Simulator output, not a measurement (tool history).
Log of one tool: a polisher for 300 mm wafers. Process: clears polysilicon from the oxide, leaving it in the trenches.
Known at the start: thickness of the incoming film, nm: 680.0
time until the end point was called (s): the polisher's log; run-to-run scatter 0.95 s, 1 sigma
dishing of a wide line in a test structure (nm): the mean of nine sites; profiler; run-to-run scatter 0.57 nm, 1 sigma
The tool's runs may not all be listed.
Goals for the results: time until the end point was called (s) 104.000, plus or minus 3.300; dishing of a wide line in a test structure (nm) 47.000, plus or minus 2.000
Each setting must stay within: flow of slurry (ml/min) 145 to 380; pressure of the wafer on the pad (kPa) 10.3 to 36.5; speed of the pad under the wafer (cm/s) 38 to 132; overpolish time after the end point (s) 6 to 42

run  hour  flow of slurry (ml/min)  pressure of the wafer on the pad (kPa)  speed of the pad under the wafer (cm/s)  overpolish time after the end point (s)  time until the end point was called (s)  dishing of a wide line in a test structure (nm)
  1   0.0                      245                                    23.4                                       84                                       21                                   47.026                                           48.796
  2   3.2                      245                                    29.0                                       84                                       21                                   37.670                                           48.582
  3   7.8                      240                                    23.4                                       78                                       17                                   49.544                                           47.770
  4  12.5                      240                                    19.3                                       72                                       17                                   61.445                                           45.726
  5  13.9                      240                                    19.3                                       72                                       12                                   62.304                                           45.047
  6  19.0                      220                                    19.3                                       72                                       12                                   62.893                                           43.720
  7  23.7                      235                                    16.5                                       66                                       16                                   74.432                                           45.747
  8  30.1                      235                                    14.5                                       64                                       18                                   87.811                                           44.011
  9  38.3                      260                                    13.8                                       64                                       22                                   90.747                                           46.401
 10  41.4                      265                                    13.1                                       64                                       23                                   95.235                                           46.248

Consider the 5 candidate settings below. Which is the only one whose results all fall within their allowed miss of target?
  A  44.5                      245                                    13.1                                       76                                       19                                        ?                                                ?
  B  44.5                      290                                    14.5                                       44                                       25                                        ?                                                ?
  C  44.5                      250                                    13.1                                       80                                       27                                        ?                                                ?
  D  44.5                      345                                    14.5                                       50                                       31                                        ?                                                ?
  E  44.5                      265                                    11.7                                       86                                       22                                        ?                                                ?

move  time until the end point was called (s)  dishing of a wide line in a test structure (nm)
   A                                   86.206                                           45.261
   B                                  101.590                                           46.090
   C                                   83.471                                           47.443
   D                                   94.362                                           47.494
   E                                   88.219                                           46.179
A: lands further from the targets than the last run did
B: each result inside its tolerance
C: lands further from the targets than the last run did
D: lands further from the targets than the last run did
E: lands further from the targets than the last run did
Correct choice: B, which meets every target
